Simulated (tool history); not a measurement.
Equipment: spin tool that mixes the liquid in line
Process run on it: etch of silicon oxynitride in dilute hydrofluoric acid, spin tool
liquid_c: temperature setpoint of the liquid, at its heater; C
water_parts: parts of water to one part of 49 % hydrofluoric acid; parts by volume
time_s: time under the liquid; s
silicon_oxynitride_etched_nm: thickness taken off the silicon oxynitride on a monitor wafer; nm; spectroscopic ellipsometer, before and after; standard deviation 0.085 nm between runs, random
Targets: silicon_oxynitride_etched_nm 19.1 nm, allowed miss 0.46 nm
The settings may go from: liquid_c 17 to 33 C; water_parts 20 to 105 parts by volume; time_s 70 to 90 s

run  hour  liquid_c  water_parts  time_s  silicon_oxynitride_etched_nm
  1     0        25           55      90                        5.0352
  2     6        25           40      90                        7.0729
  3   8.3        27           35      90                         8.848
  4  14.5        27           35      90                        8.9077
  5  23.4        27           35      70                        6.9549
  6    32        24           35      70                        5.9267
  7  36.1        26           30      75                        8.3047
  8  44.5        30           20      80                        16.241
  9  49.9      30.5           20      80                        16.433
 10  58.5        31           20      80                        16.972
 11  62.3      31.5           20      80                         17.43
 12  65.9        32           20      80                        17.707
 13  69.7      32.5           20      80                        18.263

Below are 5 possible settings for the next run. Only one of them brings all results inside the allowed miss of their targets. Which is it?
  A  73.5      32.5           20      75                             ?
  B  73.5        32           20      85                             ?
  C  73.5      31.5           20      85                             ?
  D  73.5        32           20      80                             ?
  E  73.5      30.5           20      85                             ?

move  silicon_oxynitride_etched_nm
   A                        17.102
   B                        18.931
   C                        18.489
   D                        17.818
   E                        17.632
A: its largest miss is bigger than the last run's
B: in spec on every target
C: nearer the targets than the last run, but a result is still out of spec
D: its largest miss is bigger than the last run's
E: its largest miss is bigger than the last run's
Move B is the one to make.

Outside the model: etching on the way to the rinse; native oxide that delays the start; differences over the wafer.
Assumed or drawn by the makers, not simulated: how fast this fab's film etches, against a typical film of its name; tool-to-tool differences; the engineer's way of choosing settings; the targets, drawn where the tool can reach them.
